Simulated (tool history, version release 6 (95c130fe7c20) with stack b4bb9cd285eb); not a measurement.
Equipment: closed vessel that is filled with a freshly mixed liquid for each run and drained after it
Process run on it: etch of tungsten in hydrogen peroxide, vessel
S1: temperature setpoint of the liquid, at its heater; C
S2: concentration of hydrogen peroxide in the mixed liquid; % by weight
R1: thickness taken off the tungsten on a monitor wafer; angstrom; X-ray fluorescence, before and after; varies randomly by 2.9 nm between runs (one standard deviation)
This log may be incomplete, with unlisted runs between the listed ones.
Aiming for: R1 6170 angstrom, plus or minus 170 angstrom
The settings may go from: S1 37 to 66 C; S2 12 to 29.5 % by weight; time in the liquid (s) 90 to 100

Run 1, hour 0: S1 53 C, S2 20 % by weight, time in the liquid (s) 90. Result: R1 2742.9 angstrom.
Run 2, hour 5.6: S1 53 C, S2 20 % by weight, time in the liquid (s) 100. Result: R1 3051 angstrom.
Run 3, hour 7.6: S1 53 C, S2 20 % by weight, time in the liquid (s) 90. Result: R1 2751.4 angstrom.
Run 4, hour 12.4: S1 56.5 C, S2 20.5 % by weight, time in the liquid (s) 90. Result: R1 3401.2 angstrom.
Run 5, hour 18.6: S1 56.5 C, S2 20.5 % by weight, time in the liquid (s) 90. Result: R1 3420.5 angstrom.
Run 6, hour 25.6: S1 59 C, S2 20.5 % by weight, time in the liquid (s) 90. Result: R1 3957.3 angstrom.
Run 7, hour 33.8: S1 61 C, S2 20.5 % by weight, time in the liquid (s) 90. Result: R1 4448.5 angstrom.
Run 8, hour 34.5: S1 62.5 C, S2 21 % by weight, time in the liquid (s) 90. Result: R1 4925.8 angstrom.
Run 9, hour 42.8: S1 63.5 C, S2 21 % by weight, time in the liquid (s) 90. Result: R1 5202.6 angstrom.

Exactly one of the 4 candidate moves below puts every result within its allowed miss. Which one?
Run A, hour 51.1: S1 60.5 C, S2 20.5 % by weight, time in the liquid (s) 90. Result: R1 ?.
Run B, hour 51.1: S1 64.5 C, S2 20 % by weight, time in the liquid (s) 95. Result: R1 ?.
Run C, hour 51.1: S1 65 C, S2 20 % by weight, time in the liquid (s) 100. Result: R1 ?.
Run D, hour 51.1: S1 62 C, S2 22.5 % by weight, time in the liquid (s) 100. Result: R1 ?.

move      R1
   A  4333.7
   B  5682.8
   C  6153.5
   D  5501.2
A: misses by more than the last run did
B: better than the last run, though not everything is in spec
C: all results in spec
D: better than the last run, though not everything is in spec
Move C is the one to make.
